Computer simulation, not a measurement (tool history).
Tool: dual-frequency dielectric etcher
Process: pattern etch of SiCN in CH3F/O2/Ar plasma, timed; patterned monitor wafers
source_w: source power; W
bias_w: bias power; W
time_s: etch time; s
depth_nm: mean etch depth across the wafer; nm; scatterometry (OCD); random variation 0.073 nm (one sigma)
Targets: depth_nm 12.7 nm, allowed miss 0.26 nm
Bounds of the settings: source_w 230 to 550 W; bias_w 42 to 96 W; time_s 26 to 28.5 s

run	hour	source_w	bias_w	time_s	depth_nm
1	0	390	69	28.5	11.018
2	5.1	390	60	28.5	10.515
3	10.9	390	60	28.5	10.587
4	13.9	410	61	28.5	10.686
5	18.2	410	61	28.5	10.718
6	21.2	460	61	28.5	11.067
7	23.1	470	63	28.5	11.198
8	31.1	550	77	28.5	12.434
9	38.1	550	78	28.5	12.384

4 next moves are on the table. One of them brings every result within its allowed miss. Which?
A	45.1	550	86	27	?
B	45.1	550	86	27.5	?
C	45.1	550	74	28	?
D	45.1	510	89	28.5	?

move	depth_nm
A	12.019
B	12.242
C	11.91
D	12.564
A: further off than the last run
B: further off than the last run
C: further off than the last run
D: meets every target
Move D is the one to make.
